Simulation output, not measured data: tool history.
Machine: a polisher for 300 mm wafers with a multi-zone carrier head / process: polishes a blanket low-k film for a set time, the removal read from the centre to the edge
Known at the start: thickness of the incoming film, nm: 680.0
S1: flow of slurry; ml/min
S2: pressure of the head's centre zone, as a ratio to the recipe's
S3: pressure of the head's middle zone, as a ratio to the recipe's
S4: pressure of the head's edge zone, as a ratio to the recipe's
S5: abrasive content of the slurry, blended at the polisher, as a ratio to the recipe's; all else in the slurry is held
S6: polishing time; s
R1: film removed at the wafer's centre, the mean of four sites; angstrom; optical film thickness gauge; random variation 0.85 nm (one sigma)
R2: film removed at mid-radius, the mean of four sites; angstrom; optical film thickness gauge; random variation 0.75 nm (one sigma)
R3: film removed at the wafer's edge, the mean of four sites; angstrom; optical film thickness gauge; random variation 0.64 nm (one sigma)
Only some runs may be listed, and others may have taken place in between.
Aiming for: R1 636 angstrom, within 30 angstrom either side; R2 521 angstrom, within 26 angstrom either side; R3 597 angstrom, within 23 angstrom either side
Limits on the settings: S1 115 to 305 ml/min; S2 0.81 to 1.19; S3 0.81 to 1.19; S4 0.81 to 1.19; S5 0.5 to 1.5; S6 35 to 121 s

run	day	S1	S2	S3	S4	S5	S6	R1	R2	R3
1	0	195	1	1	1	1	78	354.91	355.52	351.13
2	0.308	200	1.03	0.97	1.04	1.15	83	419.09	386.12	417.76
3	0.346	210	1.07	0.99	1.06	1.25	86	472.33	444.37	455.86
4	0.4	230	1.07	0.99	1.06	1.25	86	481.57	441.59	455.45
5	0.617	230	1.07	0.94	1.06	1.25	86	474.69	431.22	455.76
6	0.962	230	1.07	0.94	1.06	1.05	86	436.69	385.37	419.1
7	1.104	225	1.09	0.93	1.07	1.2	89	501.86	435.64	466.95
8	1.238	240	1.11	0.85	1.17	1.45	94	590.63	461.26	554.81
9	1.329	245	1.11	0.87	1.17	1.45	95	603.66	487.72	576.7

Exercise: of the 5 proposed moves below, exactly one satisfies all targets within the stated allowed misses. Which move is it?
A	1.421	230	0.96	0.81	1.19	1.5	101	?	?	?
B	1.421	230	1.12	0.9	1.18	1.5	91	?	?	?
C	1.421	250	1.03	1	1.14	1.5	100	?	?	?
D	1.421	265	0.98	0.95	1.17	1.45	97	?	?	?
E	1.421	205	1.14	0.92	1.16	1.5	99	?	?	?

move	R1	R2	R3
A	550.56	477.04	620.18
B	579.75	468.31	555.64
C	593	568.48	603.87
D	543.59	524.7	589.1
E	630.37	510.24	591.52
A: the biggest miss grows against the last run
B: the biggest miss grows against the last run
C: takes the biggest miss from the last run beyond its target
D: the furthest-off result lands on target, but another misses its tolerance
E: in spec on every target
The right move is E.
